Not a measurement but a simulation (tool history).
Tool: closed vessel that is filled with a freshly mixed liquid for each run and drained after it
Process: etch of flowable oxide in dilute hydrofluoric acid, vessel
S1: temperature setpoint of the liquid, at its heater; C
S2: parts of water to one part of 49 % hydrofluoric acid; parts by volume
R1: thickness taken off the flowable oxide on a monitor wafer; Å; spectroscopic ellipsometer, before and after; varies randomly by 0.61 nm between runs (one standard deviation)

{"run": 1, "day": 0.0, "S1": 22.0, "S2": 140, "time in the liquid (s)": 160, "R1": 394.08}
{"run": 2, "day": 0.162, "S1": 24.0, "S2": 125, "time in the liquid (s)": 160, "R1": 485.04}
{"run": 3, "day": 0.267, "S1": 25.5, "S2": 110, "time in the liquid (s)": 160, "R1": 594.33}
{"run": 4, "day": 0.517, "S1": 25.5, "S2": 65, "time in the liquid (s)": 160, "R1": 1066.7}
{"run": 5, "day": 0.646, "S1": 27.5, "S2": 65, "time in the liquid (s)": 160, "R1": 1159.7}
{"run": 6, "day": 0.812, "S1": 27.5, "S2": 110, "time in the liquid (s)": 160, "R1": 639.59}
{"run": 7, "day": 1.025, "S1": 28.0, "S2": 105, "time in the liquid (s)": 160, "R1": 690.0}
{"run": 8, "day": 1.179, "S1": 30.0, "S2": 65, "time in the liquid (s)": 160, "R1": 1292.9}

Estimate the outcome of run 9 from the log above:
{"run": 9, "day": 1.525, "S1": 28.5, "S2": 65, "time in the liquid (s)": 160, "R1": "?"}

Run 9 came out at R1 1214.70 Å.

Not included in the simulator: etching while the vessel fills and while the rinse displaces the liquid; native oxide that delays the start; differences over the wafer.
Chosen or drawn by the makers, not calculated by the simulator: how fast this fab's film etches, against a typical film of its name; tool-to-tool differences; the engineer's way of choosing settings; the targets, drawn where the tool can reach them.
